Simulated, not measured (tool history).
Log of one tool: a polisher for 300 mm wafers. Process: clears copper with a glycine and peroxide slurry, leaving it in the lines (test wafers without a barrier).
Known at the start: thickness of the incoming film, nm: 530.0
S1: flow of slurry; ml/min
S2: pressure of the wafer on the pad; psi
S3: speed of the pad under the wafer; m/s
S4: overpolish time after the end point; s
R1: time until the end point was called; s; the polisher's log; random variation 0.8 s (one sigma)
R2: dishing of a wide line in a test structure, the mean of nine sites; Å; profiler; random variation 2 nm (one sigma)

{"run": 1, "hour": 0.0, "S1": 315, "S2": 3.0, "S3": 1.06, "S4": 29, "R1": 82.241, "R2": 1011.6}
{"run": 2, "hour": 6.1, "S1": 315, "S2": 2.7, "S3": 1.06, "S4": 29, "R1": 89.318, "R2": 939.19}
{"run": 3, "hour": 10.4, "S1": 370, "S2": 2.7, "S3": 1.06, "S4": 29, "R1": 88.482, "R2": 947.8}
{"run": 4, "hour": 15.4, "S1": 370, "S2": 2.1, "S3": 1.06, "S4": 29, "R1": 105.12, "R2": 785.68}
{"run": 5, "hour": 17.6, "S1": 305, "S2": 2.1, "S3": 1.06, "S4": 29, "R1": 110.04, "R2": 774.77}
{"run": 6, "hour": 24.0, "S1": 305, "S2": 2.5, "S3": 1.06, "S4": 29, "R1": 94.818, "R2": 878.72}
{"run": 7, "hour": 25.5, "S1": 305, "S2": 3.0, "S3": 1.08, "S4": 29, "R1": 79.633, "R2": 984.65}
{"run": 8, "hour": 27.6, "S1": 310, "S2": 3.3, "S3": 1.08, "S4": 31, "R1": 72.95, "R2": 1148.7}
{"run": 9, "hour": 33.7, "S1": 310, "S2": 3.5, "S3": 1.08, "S4": 32, "R1": 69.808, "R2": 1205.2}
{"run": 10, "hour": 36.8, "S1": 310, "S2": 3.7, "S3": 1.08, "S4": 33, "R1": 68.261, "R2": 1263.3}
{"run": 11, "hour": 45.5, "S1": 310, "S2": 3.9, "S3": 1.08, "S4": 33, "R1": 64.381, "R2": 1311.5}

Forecast run 12:
{"run": 12, "hour": 49.4, "S1": 310, "S2": 4.0, "S3": 1.08, "S4": 33, "R1": "?", "R2": "?"}

Run 12 gave R1 63.098 s, R2 1344.40 Å.
